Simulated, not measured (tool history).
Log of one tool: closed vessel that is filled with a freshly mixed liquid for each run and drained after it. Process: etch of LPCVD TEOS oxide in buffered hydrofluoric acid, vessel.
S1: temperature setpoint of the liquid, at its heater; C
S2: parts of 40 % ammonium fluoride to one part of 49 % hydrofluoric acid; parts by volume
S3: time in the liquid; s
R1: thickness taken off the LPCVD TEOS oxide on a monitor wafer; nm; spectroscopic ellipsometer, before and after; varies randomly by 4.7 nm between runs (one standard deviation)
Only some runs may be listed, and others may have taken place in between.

{"run": 1, "hour": 0.0, "S1": 23.0, "S2": 8.5, "S3": 105, "R1": 304.71}
{"run": 2, "hour": 8.3, "S1": 26.0, "S2": 8.5, "S3": 105, "R1": 364.89}
{"run": 3, "hour": 15.2, "S1": 27.5, "S2": 8.0, "S3": 105, "R1": 426.62}
{"run": 4, "hour": 19.2, "S1": 27.5, "S2": 8.0, "S3": 110, "R1": 442.51}
{"run": 5, "hour": 21.8, "S1": 27.5, "S2": 6.0, "S3": 110, "R1": 575.77}
{"run": 6, "hour": 22.9, "S1": 31.0, "S2": 6.0, "S3": 110, "R1": 696.19}
{"run": 7, "hour": 28.0, "S1": 29.5, "S2": 6.0, "S3": 110, "R1": 643.42}
{"run": 8, "hour": 34.2, "S1": 28.5, "S2": 6.0, "S3": 110, "R1": 599.55}

For run 9, what comes out?
{"run": 9, "hour": 35.3, "S1": 28.0, "S2": 6.0, "S3": 110, "R1": "?"}

R1: 590.07 nm

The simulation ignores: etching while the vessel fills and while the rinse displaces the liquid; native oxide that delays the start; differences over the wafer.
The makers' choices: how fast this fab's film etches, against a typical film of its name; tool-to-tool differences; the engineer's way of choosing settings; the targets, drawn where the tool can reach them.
